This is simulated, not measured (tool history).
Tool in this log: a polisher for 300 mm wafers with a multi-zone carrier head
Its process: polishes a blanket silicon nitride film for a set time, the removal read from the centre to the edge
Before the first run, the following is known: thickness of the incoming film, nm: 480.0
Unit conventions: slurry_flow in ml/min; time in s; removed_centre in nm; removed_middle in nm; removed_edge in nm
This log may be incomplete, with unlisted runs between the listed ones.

run,hour,slurry_flow,centre_zone,middle_zone,edge_zone,time,removed_centre,removed_middle,removed_edge
1,0,270,1,1,1,68,171.81,164.6,172.61
2,8.6,265,0.98,1,0.99,64,154.2,153.99,160.28
3,16.6,265,0.93,1,0.99,64,150.55,155.55,160.62
4,24.3,265,0.97,1,0.99,64,150.55,154.94,158.47
5,28.8,260,0.96,0.99,0.98,62,146.24,149.63,156.32
6,35,230,0.96,0.99,0.98,62,147.73,147.84,155.9

Run 7, settings as shown, results not yet in. Your forecast:
7,38.5,285,0.86,1.02,0.9,43,?,?,?

removed_centre: 93.173 nm
removed_middle: 105.41 nm
removed_edge: 104.9 nm

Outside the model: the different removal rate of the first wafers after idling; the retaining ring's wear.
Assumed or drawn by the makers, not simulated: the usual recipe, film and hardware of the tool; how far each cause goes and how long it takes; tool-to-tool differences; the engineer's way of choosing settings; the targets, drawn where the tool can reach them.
